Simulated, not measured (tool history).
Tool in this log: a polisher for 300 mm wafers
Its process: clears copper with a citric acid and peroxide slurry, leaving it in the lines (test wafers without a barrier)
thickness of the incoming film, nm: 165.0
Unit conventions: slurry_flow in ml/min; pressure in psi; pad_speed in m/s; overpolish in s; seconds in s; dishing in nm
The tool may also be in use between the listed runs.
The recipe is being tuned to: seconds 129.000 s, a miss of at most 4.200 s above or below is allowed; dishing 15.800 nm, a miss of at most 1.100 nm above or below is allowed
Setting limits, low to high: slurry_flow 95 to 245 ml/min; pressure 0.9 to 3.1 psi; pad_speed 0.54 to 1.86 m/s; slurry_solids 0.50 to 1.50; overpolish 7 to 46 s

run  hour  slurry_flow  pressure  pad_speed  slurry_solids  overpolish  seconds  dishing
  1   0.0          155       2.0       1.18           1.00          24   96.847   17.305
  2   5.2          155       2.0       1.18           1.00          15   97.472   13.665
  3   6.6          150       1.9       1.18           1.00          17  103.420   14.120
  4  14.6          145       1.8       1.18           1.00          19  108.870   14.317
  5  18.3          145       1.8       1.18           1.00          24  110.410   16.547
  6  20.1          145       1.8       1.18           0.85          24  113.340   16.720
  7  23.7          140       1.8       1.18           0.85          24  113.740   16.268
  8  29.2          135       1.8       1.18           0.85          24  110.650   16.014
  9  37.4          135       1.8       1.18           0.85          24  113.640   15.703
 10  39.6          130       1.8       1.18           0.85          25  114.750   15.956
 11  46.2          125       1.8       1.18           0.85          26  113.760   16.158
 12  49.3          120       1.8       1.18           0.85          26  115.200   16.762

Which single option among these 5 for the next run brings every result within its allowed miss of target? Just one does.
  A  52.4          115       1.8       1.42           0.85          30        ?        ?
  B  52.4          110       1.7       1.10           0.95          21        ?        ?
  C  52.4          105       2.3       0.80           0.90          20        ?        ?
  D  52.4          140       1.9       1.34           0.80          29        ?        ?
  E  52.4          135       1.5       1.32           0.70          27        ?        ?

move  seconds  dishing
   A  101.950   18.256
   B  128.950   13.550
   C  121.690   13.736
   D   98.802   18.284
   E  128.610   15.570
A: moves away from the targets compared with the last run
B: the furthest-off result lands on target, but another misses its tolerance
C: better than the last run, though not everything is in spec
D: moves away from the targets compared with the last run
E: meets every target
E is the move that brings every result within its allowed miss.
